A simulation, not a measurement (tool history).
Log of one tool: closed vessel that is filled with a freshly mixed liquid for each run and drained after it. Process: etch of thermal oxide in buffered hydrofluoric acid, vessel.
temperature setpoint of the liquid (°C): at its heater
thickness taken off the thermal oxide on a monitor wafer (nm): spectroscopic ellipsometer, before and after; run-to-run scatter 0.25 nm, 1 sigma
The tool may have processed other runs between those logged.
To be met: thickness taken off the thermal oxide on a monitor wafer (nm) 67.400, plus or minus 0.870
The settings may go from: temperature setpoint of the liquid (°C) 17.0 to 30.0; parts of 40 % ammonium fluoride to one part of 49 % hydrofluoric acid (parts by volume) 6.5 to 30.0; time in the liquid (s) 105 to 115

| run | hour | temperature setpoint of the liquid (°C) | parts of 40 % ammonium fluoride to one part of 49 % hydrofluoric acid (parts by volume) | time in the liquid (s) | thickness taken off the thermal oxide on a monitor wafer (nm) |
|---|---|---|---|---|---|
| 1 | 0.0 | 22.0 | 19.5 | 105 | 53.531 |
| 2 | 3.8 | 24.5 | 19.5 | 105 | 61.935 |
| 3 | 4.8 | 25.5 | 19.5 | 105 | 64.584 |
| 4 | 8.8 | 25.5 | 19.5 | 115 | 71.117 |
| 5 | 9.9 | 25.0 | 19.5 | 115 | 68.830 |
| 6 | 17.5 | 25.0 | 22.5 | 115 | 61.174 |
| 7 | 23.8 | 26.0 | 22.5 | 115 | 64.520 |
| 8 | 25.3 | 26.5 | 22.5 | 115 | 66.223 |

Which one of the following 4 next-run settings gets every result inside its allowed miss? There is exactly one.
| A | 26.8 | 27.0 | 22.5 | 110 | ? |
| B | 26.8 | 26.5 | 21.5 | 110 | ? |
| C | 26.8 | 27.5 | 24.0 | 115 | ? |
| D | 26.8 | 26.0 | 21.0 | 110 | ? |

| move | thickness taken off the thermal oxide on a monitor wafer (nm) |
|---|---|
| A | 65.506 |
| B | 65.786 |
| C | 67.301 |
| D | 65.163 |
A: the biggest miss grows against the last run
B: the biggest miss grows against the last run
C: all results land within tolerance of their targets
D: the biggest miss grows against the last run
C is the move that brings every result within its allowed miss.

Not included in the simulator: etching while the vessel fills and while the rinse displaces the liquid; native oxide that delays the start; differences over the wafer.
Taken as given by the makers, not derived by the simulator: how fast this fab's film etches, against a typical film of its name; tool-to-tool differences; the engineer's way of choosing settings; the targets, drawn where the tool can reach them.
